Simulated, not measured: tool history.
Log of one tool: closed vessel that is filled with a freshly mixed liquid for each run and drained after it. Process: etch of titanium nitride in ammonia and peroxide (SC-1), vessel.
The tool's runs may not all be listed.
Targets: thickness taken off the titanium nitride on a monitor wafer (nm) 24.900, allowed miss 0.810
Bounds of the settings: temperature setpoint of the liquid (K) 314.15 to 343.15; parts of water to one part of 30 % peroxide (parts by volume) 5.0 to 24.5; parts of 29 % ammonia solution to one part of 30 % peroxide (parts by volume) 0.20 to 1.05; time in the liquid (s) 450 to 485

run,hour,temperature setpoint of the liquid (K),parts of water to one part of 30 % peroxide (parts by volume),parts of 29 % ammonia solution to one part of 30 % peroxide (parts by volume),time in the liquid (s),thickness taken off the titanium nitride on a monitor wafer (nm)
1,0.0,330.15,13.5,0.55,450,66.050
2,3.9,330.15,13.5,0.55,485,71.174
3,7.7,330.15,13.5,0.55,450,67.059
4,8.6,330.15,13.5,0.55,485,70.616
5,13.6,330.15,11.5,0.55,485,78.050
6,17.3,328.65,11.5,0.55,485,68.544
7,23.9,327.15,11.5,0.55,485,62.915
8,28.3,325.65,11.5,0.55,485,56.652
9,35.4,324.65,11.5,0.55,485,52.854
10,37.8,316.65,13.0,0.55,485,28.126
11,43.4,315.65,13.0,0.55,485,26.616

Which of these 4 next moves meets every target?
A,49.0,315.15,11.0,0.30,455,?
B,49.0,316.15,14.0,0.45,485,?
C,49.0,315.65,16.0,0.45,485,?
D,49.0,314.65,13.0,0.55,455,?

move,thickness taken off the titanium nitride on a monitor wafer (nm)
A,23.436
B,25.417
C,22.781
D,23.058
A: takes the result that was furthest off past its target
B: meets every target
C: takes the result that was furthest off past its target
D: takes the result that was furthest off past its target
Answer: B
